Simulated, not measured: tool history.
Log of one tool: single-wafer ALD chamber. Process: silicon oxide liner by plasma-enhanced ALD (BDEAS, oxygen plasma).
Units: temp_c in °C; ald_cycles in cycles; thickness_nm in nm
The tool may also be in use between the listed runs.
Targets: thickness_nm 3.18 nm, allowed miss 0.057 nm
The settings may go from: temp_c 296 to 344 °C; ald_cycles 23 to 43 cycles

{"run": 1, "hour": 0.0, "temp_c": 320, "ald_cycles": 33, "thickness_nm": 2.7181}
{"run": 2, "hour": 4.4, "temp_c": 312, "ald_cycles": 33, "thickness_nm": 2.7405}
{"run": 3, "hour": 6.4, "temp_c": 318, "ald_cycles": 33, "thickness_nm": 2.7214}
{"run": 4, "hour": 13.7, "temp_c": 318, "ald_cycles": 29, "thickness_nm": 2.3966}
{"run": 5, "hour": 22.3, "temp_c": 310, "ald_cycles": 29, "thickness_nm": 2.4268}
{"run": 6, "hour": 25.5, "temp_c": 309, "ald_cycles": 31, "thickness_nm": 2.5927}
{"run": 7, "hour": 29.8, "temp_c": 308, "ald_cycles": 32, "thickness_nm": 2.688}
{"run": 8, "hour": 31.0, "temp_c": 307, "ald_cycles": 33, "thickness_nm": 2.7778}
{"run": 9, "hour": 39.7, "temp_c": 306, "ald_cycles": 34, "thickness_nm": 2.857}
{"run": 10, "hour": 45.6, "temp_c": 306, "ald_cycles": 35, "thickness_nm": 2.9391}
{"run": 11, "hour": 51.3, "temp_c": 306, "ald_cycles": 36, "thickness_nm": 3.0184}
{"run": 12, "hour": 56.5, "temp_c": 306, "ald_cycles": 36, "thickness_nm": 3.0142}
{"run": 13, "hour": 62.8, "temp_c": 306, "ald_cycles": 36, "thickness_nm": 3.0246}
{"run": 14, "hour": 66.6, "temp_c": 306, "ald_cycles": 37, "thickness_nm": 3.1084}

5 next moves are on the table. One of them brings every result within its allowed miss. Which?
{"run": "A", "hour": 70.4, "temp_c": 309, "ald_cycles": 36, "thickness_nm": "?"}
{"run": "B", "hour": 70.4, "temp_c": 302, "ald_cycles": 36, "thickness_nm": "?"}
{"run": "C", "hour": 70.4, "temp_c": 304, "ald_cycles": 36, "thickness_nm": "?"}
{"run": "D", "hour": 70.4, "temp_c": 304, "ald_cycles": 38, "thickness_nm": "?"}
{"run": "E", "hour": 70.4, "temp_c": 311, "ald_cycles": 36, "thickness_nm": "?"}

move=A thickness_nm=3.0185
move=B thickness_nm=3.048
move=C thickness_nm=3.0395
move=D thickness_nm=3.2084
move=E thickness_nm=3.01
A: further off than the last run
B: further off than the last run
C: further off than the last run
D: meets every target
E: further off than the last run
Move D is the one to make.
